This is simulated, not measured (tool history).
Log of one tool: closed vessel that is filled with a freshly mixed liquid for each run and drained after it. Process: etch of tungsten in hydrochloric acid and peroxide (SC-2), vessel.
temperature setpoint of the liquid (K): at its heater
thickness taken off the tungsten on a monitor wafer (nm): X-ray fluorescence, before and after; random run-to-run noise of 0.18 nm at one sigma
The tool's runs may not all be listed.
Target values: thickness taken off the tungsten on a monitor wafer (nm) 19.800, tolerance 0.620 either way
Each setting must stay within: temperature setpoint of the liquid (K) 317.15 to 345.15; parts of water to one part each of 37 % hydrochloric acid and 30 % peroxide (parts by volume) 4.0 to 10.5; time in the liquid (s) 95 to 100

run,day,temperature setpoint of the liquid (K),parts of water to one part each of 37 % hydrochloric acid and 30 % peroxide (parts by volume),time in the liquid (s),thickness taken off the tungsten on a monitor wafer (nm)
1,0.000,333.15,5.5,95,33.859
2,0.250,331.15,5.5,95,30.188
3,0.321,331.15,5.5,100,31.537
4,0.371,329.65,5.5,100,28.726
5,0.517,332.15,5.5,100,33.662
6,0.792,332.15,7.0,100,28.060
7,0.912,331.15,7.0,100,26.535
8,1.071,330.15,7.0,100,25.235
9,1.392,329.15,7.0,100,23.597
10,1.512,329.15,7.0,100,23.602
11,1.725,328.65,7.0,100,22.295

Below are 4 possible settings for the next run. Only one of them brings all results inside the allowed miss of their targets. Which is it?
A,1.938,327.15,7.5,95,?
B,1.938,325.65,6.0,95,?
C,1.938,327.15,5.5,95,?
D,1.938,327.65,6.5,95,?

move,thickness taken off the tungsten on a monitor wafer (nm)
A,18.604
B,20.030
C,23.565
D,21.479
A: moves the result that the last run missed by most past its target, out the other side
B: meets every target
C: its largest miss is bigger than the last run's
D: better than the last run, though not everything is in spec
Go with B: it meets all targets.

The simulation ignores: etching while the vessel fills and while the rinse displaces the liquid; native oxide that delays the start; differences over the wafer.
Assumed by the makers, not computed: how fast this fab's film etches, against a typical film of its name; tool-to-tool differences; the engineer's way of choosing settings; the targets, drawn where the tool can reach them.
